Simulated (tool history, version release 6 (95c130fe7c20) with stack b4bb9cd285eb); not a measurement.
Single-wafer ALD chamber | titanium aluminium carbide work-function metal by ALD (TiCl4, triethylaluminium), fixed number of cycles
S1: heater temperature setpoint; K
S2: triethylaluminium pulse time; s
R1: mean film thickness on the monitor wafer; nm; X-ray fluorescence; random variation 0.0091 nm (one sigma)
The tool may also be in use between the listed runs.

{"run": 1, "hour": 0.0, "S1": 598.15, "S2": 9.14, "R1": 2.3248}
{"run": 2, "hour": 5.6, "S1": 596.15, "S2": 8.54, "R1": 2.2728}
{"run": 3, "hour": 6.4, "S1": 588.15, "S2": 8.54, "R1": 2.2004}
{"run": 4, "hour": 14.9, "S1": 588.15, "S2": 6.45, "R1": 1.9614}
{"run": 5, "hour": 19.9, "S1": 588.15, "S2": 4.59, "R1": 1.2876}
{"run": 6, "hour": 25.7, "S1": 587.15, "S2": 4.83, "R1": 1.4045}
{"run": 7, "hour": 30.7, "S1": 579.15, "S2": 7.76, "R1": 2.08}
{"run": 8, "hour": 36.7, "S1": 579.15, "S2": 7.67, "R1": 2.0518}
{"run": 9, "hour": 39.0, "S1": 579.15, "S2": 7.59, "R1": 2.0411}

Run 10 comes next. What will it give?
{"run": 10, "hour": 44.4, "S1": 574.15, "S2": 4.66, "R1": "?"}

{"run 10": {"R1": 1.2552}}
